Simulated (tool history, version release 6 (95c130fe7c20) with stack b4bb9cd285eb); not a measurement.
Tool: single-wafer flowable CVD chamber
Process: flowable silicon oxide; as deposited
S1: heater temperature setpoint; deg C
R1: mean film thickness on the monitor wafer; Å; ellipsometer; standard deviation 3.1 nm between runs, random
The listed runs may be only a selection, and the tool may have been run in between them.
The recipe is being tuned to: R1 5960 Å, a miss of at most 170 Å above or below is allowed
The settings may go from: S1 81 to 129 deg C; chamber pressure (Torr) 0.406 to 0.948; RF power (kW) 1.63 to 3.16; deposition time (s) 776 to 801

Run 1, hour 0: S1 105 deg C, chamber pressure (Torr) 0.677, RF power (kW) 2.395, deposition time (s) 776. Result: R1 3475.7 Å.
Run 2, hour 6.5: S1 105 deg C, chamber pressure (Torr) 0.677, RF power (kW) 2.125, deposition time (s) 776. Result: R1 3399.3 Å.
Run 3, hour 7.6: S1 105 deg C, chamber pressure (Torr) 0.677, RF power (kW) 2.33, deposition time (s) 776. Result: R1 3463.8 Å.
Run 4, hour 14.1: S1 105 deg C, chamber pressure (Torr) 0.75, RF power (kW) 2.33, deposition time (s) 776. Result: R1 3846.6 Å.
Run 5, hour 22.1: S1 105 deg C, chamber pressure (Torr) 0.75, RF power (kW) 2.33, deposition time (s) 776. Result: R1 3851.3 Å.
Run 6, hour 27.4: S1 105 deg C, chamber pressure (Torr) 0.75, RF power (kW) 2.64, deposition time (s) 776. Result: R1 3940.3 Å.
Run 7, hour 28.5: S1 102 deg C, chamber pressure (Torr) 0.751, RF power (kW) 2.64, deposition time (s) 776. Result: R1 4291.7 Å.
Run 8, hour 32.4: S1 99 deg C, chamber pressure (Torr) 0.752, RF power (kW) 2.64, deposition time (s) 776. Result: R1 4673.2 Å.
Run 9, hour 37.2: S1 97 deg C, chamber pressure (Torr) 0.753, RF power (kW) 2.64, deposition time (s) 776. Result: R1 4945.2 Å.

Pick the move, out of 5, that brings all results within their allowed miss; only one does.
Run A, hour 42: S1 93 deg C, chamber pressure (Torr) 0.756, RF power (kW) 2.565, deposition time (s) 791. Result: R1 ?.
Run B, hour 42: S1 93 deg C, chamber pressure (Torr) 0.785, RF power (kW) 2.59, deposition time (s) 789. Result: R1 ?.
Run C, hour 42: S1 97 deg C, chamber pressure (Torr) 0.817, RF power (kW) 2.64, deposition time (s) 801. Result: R1 ?.
Run D, hour 42: S1 92 deg C, chamber pressure (Torr) 0.81, RF power (kW) 2.63, deposition time (s) 798. Result: R1 ?.
Run E, hour 42: S1 102 deg C, chamber pressure (Torr) 0.923, RF power (kW) 2.745, deposition time (s) 801. Result: R1 ?.

move      R1
   A    5698
   B  5903.4
   C  5561.6
   D  6350.5
   E    5437
A: gains on the last run, yet a result remains outside its allowed miss
B: each result inside its tolerance
C: gains on the last run, yet a result remains outside its allowed miss
D: carries the result that was furthest off beyond its target, to the other side
E: gains on the last run, yet a result remains outside its allowed miss
The right move is B.
